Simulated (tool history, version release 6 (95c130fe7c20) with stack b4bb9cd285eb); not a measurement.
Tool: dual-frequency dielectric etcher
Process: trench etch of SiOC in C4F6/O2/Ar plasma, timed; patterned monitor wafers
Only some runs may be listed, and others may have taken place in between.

run	hour	source power (kW)	bias power (kW)	etch time (s)	mean etch depth across the wafer (Å)
1	0	0.41	0.221	16.5	323.38
2	2.7	0.41	0.198	16.5	312.89
3	6.4	0.38	0.191	16.5	301.07
4	9.4	0.36	0.186	16.5	294.32
5	16.6	0.36	0.186	17.5	311.84
6	19.1	0.34	0.18	17.5	301.76
7	25.2	0.32	0.177	17.5	295.53
8	30.5	0.31	0.174	17.5	291.37
9	33.5	0.31	0.174	17.5	291.8

Run 10 comes next. What will it give?
10	38.3	0.3	0.172	17.5	?

{"run 10": {"mean etch depth across the wafer (Å)": 285.9}}

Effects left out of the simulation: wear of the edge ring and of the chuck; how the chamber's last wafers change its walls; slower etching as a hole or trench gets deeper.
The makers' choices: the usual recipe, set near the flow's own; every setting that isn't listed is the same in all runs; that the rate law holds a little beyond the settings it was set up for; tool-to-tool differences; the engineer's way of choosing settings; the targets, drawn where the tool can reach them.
